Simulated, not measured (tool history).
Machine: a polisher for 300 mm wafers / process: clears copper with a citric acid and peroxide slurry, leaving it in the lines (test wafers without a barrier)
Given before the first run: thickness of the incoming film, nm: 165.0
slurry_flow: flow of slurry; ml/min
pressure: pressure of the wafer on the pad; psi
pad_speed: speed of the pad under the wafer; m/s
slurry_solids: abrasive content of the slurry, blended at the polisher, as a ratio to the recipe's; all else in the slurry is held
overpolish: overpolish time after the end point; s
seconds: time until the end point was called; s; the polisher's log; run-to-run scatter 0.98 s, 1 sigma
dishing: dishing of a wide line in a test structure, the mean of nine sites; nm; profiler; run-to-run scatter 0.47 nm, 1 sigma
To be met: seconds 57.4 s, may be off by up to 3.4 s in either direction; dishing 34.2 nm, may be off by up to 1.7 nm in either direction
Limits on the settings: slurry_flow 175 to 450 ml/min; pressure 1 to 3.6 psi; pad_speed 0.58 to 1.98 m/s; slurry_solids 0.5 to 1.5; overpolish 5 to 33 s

Run 1, day 0: slurry_flow 290 ml/min, pressure 2.3 psi, pad_speed 1.28 m/s, slurry_solids 1, overpolish 17 s. Result: seconds 67.441 s, dishing 26.492 nm.
Run 2, day 0.325: slurry_flow 290 ml/min, pressure 2.4 psi, pad_speed 1.28 m/s, slurry_solids 1, overpolish 18 s. Result: seconds 64.391 s, dishing 28.191 nm.
Run 3, day 0.567: slurry_flow 290 ml/min, pressure 2.4 psi, pad_speed 1.28 m/s, slurry_solids 1, overpolish 13 s. Result: seconds 64.157 s, dishing 22.056 nm.
Run 4, day 0.929: slurry_flow 290 ml/min, pressure 2.4 psi, pad_speed 1.28 m/s, slurry_solids 1.2, overpolish 13 s. Result: seconds 61.709 s, dishing 22.55 nm.
Run 5, day 1.192: slurry_flow 285 ml/min, pressure 2.5 psi, pad_speed 1.28 m/s, slurry_solids 1.2, overpolish 15 s. Result: seconds 59.878 s, dishing 26.001 nm.
Run 6, day 1.329: slurry_flow 315 ml/min, pressure 2.5 psi, pad_speed 1.28 m/s, slurry_solids 1.2, overpolish 15 s. Result: seconds 57.92 s, dishing 27.097 nm.
Run 7, day 1.562: slurry_flow 330 ml/min, pressure 2.5 psi, pad_speed 1.28 m/s, slurry_solids 1.2, overpolish 16 s. Result: seconds 57.561 s, dishing 27.652 nm.
Run 8, day 1.654: slurry_flow 325 ml/min, pressure 2.5 psi, pad_speed 1.28 m/s, slurry_solids 1.2, overpolish 17 s. Result: seconds 57.931 s, dishing 29.528 nm.
Run 9, day 1.883: slurry_flow 325 ml/min, pressure 2.5 psi, pad_speed 1.28 m/s, slurry_solids 1.2, overpolish 18 s. Result: seconds 57.829 s, dishing 30.886 nm.
Run 10, day 2.233: slurry_flow 325 ml/min, pressure 2.5 psi, pad_speed 1.28 m/s, slurry_solids 1.2, overpolish 19 s. Result: seconds 57.922 s, dishing 31.783 nm.

Below are 4 possible settings for the next run. Only one of them brings all results inside the allowed miss of their targets. Which is it?
Run A, day 2.583: slurry_flow 360 ml/min, pressure 2.4 psi, pad_speed 1.46 m/s, slurry_solids 1.25, overpolish 15 s. Result: seconds ?, dishing ?.
Run B, day 2.583: slurry_flow 315 ml/min, pressure 2.6 psi, pad_speed 1.26 m/s, slurry_solids 1.05, overpolish 18 s. Result: seconds ?, dishing ?.
Run C, day 2.583: slurry_flow 400 ml/min, pressure 3.1 psi, pad_speed 1.02 m/s, slurry_solids 1.3, overpolish 20 s. Result: seconds ?, dishing ?.
Run D, day 2.583: slurry_flow 315 ml/min, pressure 2.1 psi, pad_speed 1.58 m/s, slurry_solids 0.95, overpolish 15 s. Result: seconds ?, dishing ?.

move  seconds  dishing
   A    52.32    28.34
   B   58.949   29.836
   C   56.799   33.397
   D   59.649   25.493
A: the biggest miss grows against the last run
B: the biggest miss grows against the last run
C: every result lands within tolerance
D: the biggest miss grows against the last run
The right move is C.
